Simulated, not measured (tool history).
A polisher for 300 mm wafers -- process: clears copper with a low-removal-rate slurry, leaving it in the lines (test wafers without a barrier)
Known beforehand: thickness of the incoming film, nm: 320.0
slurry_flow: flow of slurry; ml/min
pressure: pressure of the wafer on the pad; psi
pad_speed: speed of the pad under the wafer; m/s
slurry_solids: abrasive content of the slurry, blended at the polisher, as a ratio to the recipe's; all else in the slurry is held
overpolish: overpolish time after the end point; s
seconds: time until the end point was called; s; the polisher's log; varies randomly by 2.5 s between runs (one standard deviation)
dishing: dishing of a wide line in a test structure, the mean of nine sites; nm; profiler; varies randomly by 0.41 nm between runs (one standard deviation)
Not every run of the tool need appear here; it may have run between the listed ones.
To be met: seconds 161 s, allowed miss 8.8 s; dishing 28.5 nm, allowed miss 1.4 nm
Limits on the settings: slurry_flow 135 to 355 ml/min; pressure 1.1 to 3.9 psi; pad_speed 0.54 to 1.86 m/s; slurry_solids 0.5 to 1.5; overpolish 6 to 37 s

| run | day | slurry_flow | pressure | pad_speed | slurry_solids | overpolish | seconds | dishing |
|---|---|---|---|---|---|---|---|---|
| 1 | 0 | 225 | 2.5 | 1.18 | 1 | 19 | 119.56 | 35.211 |
| 2 | 0.071 | 225 | 2.3 | 1.18 | 1 | 19 | 128.12 | 32.37 |
| 3 | 0.283 | 225 | 2.2 | 1.18 | 1 | 20 | 135.03 | 32.142 |
| 4 | 0.446 | 225 | 2.5 | 1.18 | 1 | 20 | 118.95 | 36.416 |
| 5 | 0.688 | 225 | 2.7 | 1.18 | 1 | 20 | 108.56 | 38.054 |
| 6 | 0.954 | 225 | 2.7 | 1.18 | 1 | 26 | 109.18 | 46.241 |
| 7 | 1.175 | 225 | 2.5 | 1.18 | 1 | 24 | 121.67 | 41.233 |
| 8 | 1.446 | 225 | 2.3 | 1.18 | 1 | 23 | 126.14 | 37.774 |
| 9 | 1.738 | 225 | 2.1 | 1.18 | 1 | 22 | 141.37 | 34.448 |
| 10 | 1.871 | 225 | 2 | 1.18 | 1 | 21 | 149.41 | 30.987 |

Consider the 5 candidate settings below. Which is the only one whose results all fall within their allowed miss of target?
| A | 2.004 | 205 | 1.7 | 1.48 | 1.15 | 17 | ? | ? |
| B | 2.004 | 240 | 2 | 1.06 | 1 | 21 | ? | ? |
| C | 2.004 | 265 | 2 | 1.3 | 0.9 | 18 | ? | ? |
| D | 2.004 | 205 | 2.1 | 0.9 | 1.1 | 22 | ? | ? |
| E | 2.004 | 225 | 1.3 | 1.76 | 0.9 | 26 | ? | ? |

| move | seconds | dishing |
|---|---|---|
| A | 139.21 | 28.332 |
| B | 166.2 | 29.409 |
| C | 137.83 | 30.192 |
| D | 185.77 | 27.99 |
| E | 157.65 | 34.791 |
A: brings the last run's worst result on target, with another outside its allowed miss
B: each result inside its tolerance
C: the biggest miss grows against the last run
D: brings the last run's worst result on target, with another outside its allowed miss
E: the biggest miss grows against the last run
Answer: B
